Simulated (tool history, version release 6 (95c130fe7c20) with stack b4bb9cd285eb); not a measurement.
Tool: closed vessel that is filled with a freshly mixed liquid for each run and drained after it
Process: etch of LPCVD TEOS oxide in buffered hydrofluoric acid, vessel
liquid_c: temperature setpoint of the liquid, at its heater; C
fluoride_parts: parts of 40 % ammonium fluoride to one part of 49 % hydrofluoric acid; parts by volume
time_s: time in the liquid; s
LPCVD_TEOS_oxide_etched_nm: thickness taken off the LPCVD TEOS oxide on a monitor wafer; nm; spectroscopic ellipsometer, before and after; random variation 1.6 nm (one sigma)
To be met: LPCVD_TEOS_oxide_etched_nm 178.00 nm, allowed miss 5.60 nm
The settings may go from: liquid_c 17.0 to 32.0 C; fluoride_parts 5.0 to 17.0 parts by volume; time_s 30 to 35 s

{"run": 1, "hour": 0.0, "liquid_c": 24.0, "fluoride_parts": 10.5, "time_s": 35, "LPCVD_TEOS_oxide_etched_nm": 138.65}
{"run": 2, "hour": 8.8, "liquid_c": 25.0, "fluoride_parts": 10.5, "time_s": 35, "LPCVD_TEOS_oxide_etched_nm": 146.07}
{"run": 3, "hour": 16.9, "liquid_c": 25.0, "fluoride_parts": 12.0, "time_s": 35, "LPCVD_TEOS_oxide_etched_nm": 126.63}
{"run": 4, "hour": 21.8, "liquid_c": 25.0, "fluoride_parts": 13.5, "time_s": 35, "LPCVD_TEOS_oxide_etched_nm": 114.24}
{"run": 5, "hour": 27.8, "liquid_c": 26.5, "fluoride_parts": 13.5, "time_s": 35, "LPCVD_TEOS_oxide_etched_nm": 122.89}
{"run": 6, "hour": 35.0, "liquid_c": 26.5, "fluoride_parts": 15.0, "time_s": 35, "LPCVD_TEOS_oxide_etched_nm": 109.74}
{"run": 7, "hour": 39.0, "liquid_c": 27.5, "fluoride_parts": 14.5, "time_s": 35, "LPCVD_TEOS_oxide_etched_nm": 123.21}
{"run": 8, "hour": 41.9, "liquid_c": 31.5, "fluoride_parts": 13.0, "time_s": 35, "LPCVD_TEOS_oxide_etched_nm": 166.96}

Which of these 5 next moves meets every target?
{"run": "A", "hour": 44.8, "liquid_c": 31.5, "fluoride_parts": 14.5, "time_s": 35, "LPCVD_TEOS_oxide_etched_nm": "?"}
{"run": "B", "hour": 44.8, "liquid_c": 27.5, "fluoride_parts": 9.5, "time_s": 35, "LPCVD_TEOS_oxide_etched_nm": "?"}
{"run": "C", "hour": 44.8, "liquid_c": 30.0, "fluoride_parts": 12.5, "time_s": 35, "LPCVD_TEOS_oxide_etched_nm": "?"}
{"run": "D", "hour": 44.8, "liquid_c": 32.0, "fluoride_parts": 13.5, "time_s": 35, "LPCVD_TEOS_oxide_etched_nm": "?"}
{"run": "E", "hour": 44.8, "liquid_c": 31.5, "fluoride_parts": 13.5, "time_s": 35, "LPCVD_TEOS_oxide_etched_nm": "?"}

move=A LPCVD_TEOS_oxide_etched_nm=151.19
move=B LPCVD_TEOS_oxide_etched_nm=181.75
move=C LPCVD_TEOS_oxide_etched_nm=161.62
move=D LPCVD_TEOS_oxide_etched_nm=166.41
move=E LPCVD_TEOS_oxide_etched_nm=162.14
A: further off than the last run
B: meets every target
C: further off than the last run
D: as far off as the last run
E: further off than the last run
The right move is B.
